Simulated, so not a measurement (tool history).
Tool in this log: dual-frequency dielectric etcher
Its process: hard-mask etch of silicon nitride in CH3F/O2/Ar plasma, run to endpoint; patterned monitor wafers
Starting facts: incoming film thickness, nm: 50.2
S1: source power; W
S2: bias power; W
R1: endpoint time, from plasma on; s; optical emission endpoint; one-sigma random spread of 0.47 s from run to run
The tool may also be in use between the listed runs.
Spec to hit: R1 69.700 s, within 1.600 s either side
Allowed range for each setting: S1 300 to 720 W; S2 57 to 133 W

{"run": 1, "day": 0.0, "S1": 510, "S2": 95, "R1": 56.295}
{"run": 2, "day": 0.3, "S1": 580, "S2": 95, "R1": 51.221}
{"run": 3, "day": 0.517, "S1": 580, "S2": 79, "R1": 54.854}
{"run": 4, "day": 0.762, "S1": 660, "S2": 79, "R1": 50.921}
{"run": 5, "day": 0.783, "S1": 660, "S2": 63, "R1": 53.343}
{"run": 6, "day": 1.15, "S1": 630, "S2": 62, "R1": 55.098}
{"run": 7, "day": 1.321, "S1": 600, "S2": 61, "R1": 57.312}
{"run": 8, "day": 1.488, "S1": 500, "S2": 57, "R1": 64.853}
{"run": 9, "day": 1.792, "S1": 420, "S2": 57, "R1": 72.396}

5 candidate next runs follow, results not yet known. Just one meets every target within its allowed miss. Identify it.
{"run": "A", "day": 2.096, "S1": 360, "S2": 63, "R1": "?"}
{"run": "B", "day": 2.096, "S1": 460, "S2": 62, "R1": "?"}
{"run": "C", "day": 2.096, "S1": 470, "S2": 61, "R1": "?"}
{"run": "D", "day": 2.096, "S1": 380, "S2": 58, "R1": "?"}
{"run": "E", "day": 2.096, "S1": 450, "S2": 57, "R1": "?"}

move=A R1=78.244
move=B R1=65.921
move=C R1=65.283
move=D R1=76.679
move=E R1=68.330
A: its largest miss is bigger than the last run's
B: takes the biggest miss from the last run beyond its target
C: takes the biggest miss from the last run beyond its target
D: its largest miss is bigger than the last run's
E: every result within its allowed miss
E meets every target.

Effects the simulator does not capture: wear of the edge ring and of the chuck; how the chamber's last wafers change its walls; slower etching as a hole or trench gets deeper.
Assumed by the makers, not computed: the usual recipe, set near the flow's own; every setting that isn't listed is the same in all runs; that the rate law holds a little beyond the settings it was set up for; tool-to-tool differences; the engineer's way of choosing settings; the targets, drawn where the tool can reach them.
